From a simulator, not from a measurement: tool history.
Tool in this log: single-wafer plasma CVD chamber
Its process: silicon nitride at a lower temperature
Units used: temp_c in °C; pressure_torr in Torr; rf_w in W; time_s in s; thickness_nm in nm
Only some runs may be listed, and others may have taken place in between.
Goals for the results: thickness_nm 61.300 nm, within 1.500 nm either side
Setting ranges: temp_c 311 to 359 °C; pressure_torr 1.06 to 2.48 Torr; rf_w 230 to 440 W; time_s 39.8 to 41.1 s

{"run": 1, "hour": 0.0, "temp_c": 335, "pressure_torr": 1.77, "rf_w": 335, "time_s": 39.8, "thickness_nm": 50.972}
{"run": 2, "hour": 8.9, "temp_c": 335, "pressure_torr": 1.77, "rf_w": 335, "time_s": 41.1, "thickness_nm": 52.694}
{"run": 3, "hour": 17.6, "temp_c": 335, "pressure_torr": 1.54, "rf_w": 335, "time_s": 41.1, "thickness_nm": 50.752}
{"run": 4, "hour": 23.8, "temp_c": 335, "pressure_torr": 1.67, "rf_w": 335, "time_s": 41.1, "thickness_nm": 51.837}
{"run": 5, "hour": 30.4, "temp_c": 335, "pressure_torr": 1.67, "rf_w": 380, "time_s": 41.1, "thickness_nm": 56.838}
{"run": 6, "hour": 37.0, "temp_c": 340, "pressure_torr": 1.67, "rf_w": 380, "time_s": 41.1, "thickness_nm": 57.282}
{"run": 7, "hour": 38.7, "temp_c": 340, "pressure_torr": 1.67, "rf_w": 380, "time_s": 41.1, "thickness_nm": 56.8}
{"run": 8, "hour": 45.6, "temp_c": 340, "pressure_torr": 1.71, "rf_w": 380, "time_s": 41.1, "thickness_nm": 57.4}
{"run": 9, "hour": 49.9, "temp_c": 340, "pressure_torr": 1.75, "rf_w": 380, "time_s": 41.1, "thickness_nm": 57.62}
{"run": 10, "hour": 54.7, "temp_c": 340, "pressure_torr": 1.78, "rf_w": 380, "time_s": 41.1, "thickness_nm": 57.587}
{"run": 11, "hour": 60.0, "temp_c": 340, "pressure_torr": 1.81, "rf_w": 385, "time_s": 41.1, "thickness_nm": 58.382}
{"run": 12, "hour": 68.1, "temp_c": 340, "pressure_torr": 1.83, "rf_w": 385, "time_s": 41.1, "thickness_nm": 58.634}

Of the 5 settings listed for the next run, only one would bring every result within its allowed miss of target. Which one?
{"run": "A", "hour": 76.2, "temp_c": 340, "pressure_torr": 1.81, "rf_w": 385, "time_s": 41.1, "thickness_nm": "?"}
{"run": "B", "hour": 76.2, "temp_c": 334, "pressure_torr": 1.93, "rf_w": 370, "time_s": 41.1, "thickness_nm": "?"}
{"run": "C", "hour": 76.2, "temp_c": 340, "pressure_torr": 1.81, "rf_w": 380, "time_s": 41.1, "thickness_nm": "?"}
{"run": "D", "hour": 76.2, "temp_c": 316, "pressure_torr": 1.98, "rf_w": 420, "time_s": 39.8, "thickness_nm": "?"}
{"run": "E", "hour": 76.2, "temp_c": 359, "pressure_torr": 1.97, "rf_w": 390, "time_s": 40.6, "thickness_nm": "?"}

move=A thickness_nm=58.700
move=B thickness_nm=57.981
move=C thickness_nm=58.160
move=D thickness_nm=62.174
move=E thickness_nm=59.150
A: just as far off the targets as the last run
B: further off than the last run
C: further off than the last run
D: meets every target
E: nearer than the last run, and not there yet
So the answer is move D, the one that meets all the targets.

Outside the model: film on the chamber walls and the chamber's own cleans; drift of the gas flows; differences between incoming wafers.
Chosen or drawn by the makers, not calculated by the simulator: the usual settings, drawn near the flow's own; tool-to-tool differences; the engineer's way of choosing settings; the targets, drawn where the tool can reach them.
